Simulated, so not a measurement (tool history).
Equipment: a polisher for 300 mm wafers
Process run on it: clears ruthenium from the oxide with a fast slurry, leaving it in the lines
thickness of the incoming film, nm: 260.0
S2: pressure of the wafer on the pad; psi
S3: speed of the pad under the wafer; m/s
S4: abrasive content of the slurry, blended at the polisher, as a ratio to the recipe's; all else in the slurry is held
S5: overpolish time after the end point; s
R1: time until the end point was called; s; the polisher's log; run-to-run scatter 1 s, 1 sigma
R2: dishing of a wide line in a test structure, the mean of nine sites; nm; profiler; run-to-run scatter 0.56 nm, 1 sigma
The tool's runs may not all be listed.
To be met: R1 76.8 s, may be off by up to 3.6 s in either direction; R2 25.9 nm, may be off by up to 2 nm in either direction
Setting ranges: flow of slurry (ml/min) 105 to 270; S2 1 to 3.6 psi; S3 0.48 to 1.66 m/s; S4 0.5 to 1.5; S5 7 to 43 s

Run 1, day 0: flow of slurry (ml/min) 175, S2 2.3 psi, S3 1.06 m/s, S4 1, S5 22 s. Result: R1 97.897 s, R2 51.587 nm.
Run 2, day 0.271: flow of slurry (ml/min) 175, S2 2.1 psi, S3 1.06 m/s, S4 1, S5 22 s. Result: R1 100.86 s, R2 51.221 nm.
Run 3, day 0.329: flow of slurry (ml/min) 175, S2 2.1 psi, S3 0.94 m/s, S4 1, S5 22 s. Result: R1 119.36 s, R2 44.885 nm.
Run 4, day 0.446: flow of slurry (ml/min) 205, S2 2.1 psi, S3 0.94 m/s, S4 1, S5 22 s. Result: R1 114.13 s, R2 44.193 nm.
Run 5, day 0.792: flow of slurry (ml/min) 225, S2 2.4 psi, S3 0.92 m/s, S4 1, S5 17 s. Result: R1 105.29 s, R2 39.039 nm.
Run 6, day 0.833: flow of slurry (ml/min) 225, S2 2.4 psi, S3 0.92 m/s, S4 0.9, S5 17 s. Result: R1 110.03 s, R2 36.92 nm.
Run 7, day 0.917: flow of slurry (ml/min) 240, S2 2.8 psi, S3 0.94 m/s, S4 0.8, S5 14 s. Result: R1 100.09 s, R2 34.173 nm.
Run 8, day 1.046: flow of slurry (ml/min) 250, S2 3 psi, S3 0.98 m/s, S4 0.7, S5 12 s. Result: R1 97.774 s, R2 30.208 nm.
Run 9, day 1.279: flow of slurry (ml/min) 255, S2 3.2 psi, S3 1.04 m/s, S4 0.65, S5 10 s. Result: R1 88.317 s, R2 27.796 nm.
Run 10, day 1.604: flow of slurry (ml/min) 255, S2 3.6 psi, S3 1.06 m/s, S4 0.6, S5 7 s. Result: R1 84.716 s, R2 21.36 nm.
Run 11, day 1.658: flow of slurry (ml/min) 255, S2 3.6 psi, S3 1.1 m/s, S4 0.6, S5 8 s. Result: R1 83.052 s, R2 24.504 nm.
Run 12, day 1.817: flow of slurry (ml/min) 255, S2 3.6 psi, S3 1.2 m/s, S4 0.6, S5 7 s. Result: R1 73.396 s, R2 23.65 nm.
Run 13, day 1.842: flow of slurry (ml/min) 255, S2 3.5 psi, S3 1.2 m/s, S4 0.6, S5 7 s. Result: R1 74.829 s, R2 23.813 nm.
Run 14, day 2.108: flow of slurry (ml/min) 255, S2 3.4 psi, S3 1.2 m/s, S4 0.6, S5 7 s. Result: R1 78.612 s, R2 22.539 nm.
Run 15, day 2.138: flow of slurry (ml/min) 255, S2 3.4 psi, S3 1.2 m/s, S4 0.6, S5 7 s. Result: R1 76.292 s, R2 22.914 nm.
Run 16, day 2.417: flow of slurry (ml/min) 255, S2 3.4 psi, S3 1.2 m/s, S4 0.6, S5 11 s. Result: R1 79.627 s, R2 34.707 nm.
Run 17, day 2.708: flow of slurry (ml/min) 245, S2 3.4 psi, S3 1.2 m/s, S4 0.6, S5 10 s. Result: R1 77.336 s, R2 31.326 nm.
Run 18, day 2.938: flow of slurry (ml/min) 245, S2 3.4 psi, S3 1.2 m/s, S4 0.65, S5 9 s. Result: R1 75.669 s, R2 30.437 nm.
Run 19, day 3.129: flow of slurry (ml/min) 250, S2 3.4 psi, S3 1.2 m/s, S4 0.65, S5 9 s. Result: R1 74.245 s, R2 28.792 nm.
Run 20, day 3.379: flow of slurry (ml/min) 255, S2 3.3 psi, S3 1.2 m/s, S4 0.65, S5 7 s. Result: R1 77.513 s, R2 23.632 nm.
Run 21, day 3.542: flow of slurry (ml/min) 250, S2 3.3 psi, S3 1.2 m/s, S4 0.65, S5 9 s. Result: R1 78.013 s, R2 28.564 nm.

Consider the 5 candidate settings below. Which is the only one whose results all fall within their allowed miss of target?
Run A, day 3.704: flow of slurry (ml/min) 205, S2 3.5 psi, S3 1.32 m/s, S4 0.7, S5 7 s. Result: R1 ?, R2 ?.
Run B, day 3.704: flow of slurry (ml/min) 230, S2 3.5 psi, S3 1.2 m/s, S4 0.8, S5 7 s. Result: R1 ?, R2 ?.
Run C, day 3.704: flow of slurry (ml/min) 260, S2 3.1 psi, S3 1.32 m/s, S4 0.75, S5 7 s. Result: R1 ?, R2 ?.
Run D, day 3.704: flow of slurry (ml/min) 250, S2 3.4 psi, S3 1.14 m/s, S4 0.7, S5 8 s. Result: R1 ?, R2 ?.
Run E, day 3.704: flow of slurry (ml/min) 245, S2 3.2 psi, S3 1.24 m/s, S4 0.65, S5 11 s. Result: R1 ?, R2 ?.

move      R1      R2
   A  67.757  26.375
   B   69.16  25.884
   C  69.816  25.661
   D  77.898  26.232
   E  77.699  35.047
A: the furthest-off result lands on target, but another misses its tolerance
B: the furthest-off result lands on target, but another misses its tolerance
C: the furthest-off result lands on target, but another misses its tolerance
D: each result inside its tolerance
E: lands further from the targets than the last run did
Go with D: it meets all targets.
